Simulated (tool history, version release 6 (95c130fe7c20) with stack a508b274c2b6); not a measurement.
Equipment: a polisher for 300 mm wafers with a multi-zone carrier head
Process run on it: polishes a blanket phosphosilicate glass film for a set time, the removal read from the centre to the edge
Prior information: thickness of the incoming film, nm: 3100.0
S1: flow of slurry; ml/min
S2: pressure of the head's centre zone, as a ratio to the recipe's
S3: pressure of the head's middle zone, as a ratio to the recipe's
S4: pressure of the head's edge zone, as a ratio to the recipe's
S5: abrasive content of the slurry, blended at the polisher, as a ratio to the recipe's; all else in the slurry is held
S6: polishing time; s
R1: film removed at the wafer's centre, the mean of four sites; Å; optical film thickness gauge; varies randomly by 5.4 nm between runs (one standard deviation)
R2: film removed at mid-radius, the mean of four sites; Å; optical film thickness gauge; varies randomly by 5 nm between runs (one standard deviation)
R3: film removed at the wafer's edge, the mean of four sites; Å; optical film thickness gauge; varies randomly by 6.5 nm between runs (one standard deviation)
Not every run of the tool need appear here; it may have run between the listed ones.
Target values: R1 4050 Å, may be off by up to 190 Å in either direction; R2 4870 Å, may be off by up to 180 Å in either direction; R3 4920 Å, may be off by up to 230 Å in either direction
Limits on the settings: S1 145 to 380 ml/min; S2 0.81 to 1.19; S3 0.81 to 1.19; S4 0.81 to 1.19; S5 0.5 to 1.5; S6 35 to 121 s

run  hour   S1    S2    S3    S4    S5  S6      R1      R2      R3
  1     0  245     1     1     1     1  78  6618.8  6448.7  6600.7
  2   0.7  245  1.05     1     1     1  78  6715.6  6337.6  6624.9
  3   3.3  230  0.99  1.01  1.04   0.9  76  5905.3  5809.1  6194.7
  4  11.4  230  0.95  1.01  1.04   0.9  76  5588.4    5876  6144.5
  5  15.8  225  0.92  1.01  1.03   0.8  76  4941.1  5519.3    5766
  6  21.9  220  0.91     1     1  0.75  76  4868.7  5308.7  5559.1
  7  30.2  215  0.89     1  0.99   0.7  76  4560.7  4994.7  5121.1
  8  34.4  215  0.89     1  0.99   0.7  76  4562.7  5000.3  5145.3
  9  42.8  210  0.87     1  0.99   0.7  76    4386  4942.7    5126

5 next moves are on the table. One of them brings every result within its allowed miss. Which?
  A  51.2  185  0.85  1.01     1   0.7  74   ?   ?   ?
  B  51.2  205  0.84  0.89  0.91  0.65  88   ?   ?   ?
  C  51.2  195  0.85  0.82  1.06   0.8  78   ?   ?   ?
  D  51.2  265  0.99  1.01  0.81   0.7  74   ?   ?   ?
  E  51.2  215  0.99  1.04  0.89   0.6  84   ?   ?   ?

move      R1      R2      R3
   A  4035.7  4818.8  4879.2
   B    4556  5110.3  5330.9
   C  4669.7  4947.6  5802.8
   D  4909.6  5003.3  4582.5
   E  4864.2  5055.7  4757.1
A: all results in spec
B: moves away from the targets compared with the last run
C: moves away from the targets compared with the last run
D: moves away from the targets compared with the last run
E: moves away from the targets compared with the last run
Answer: A
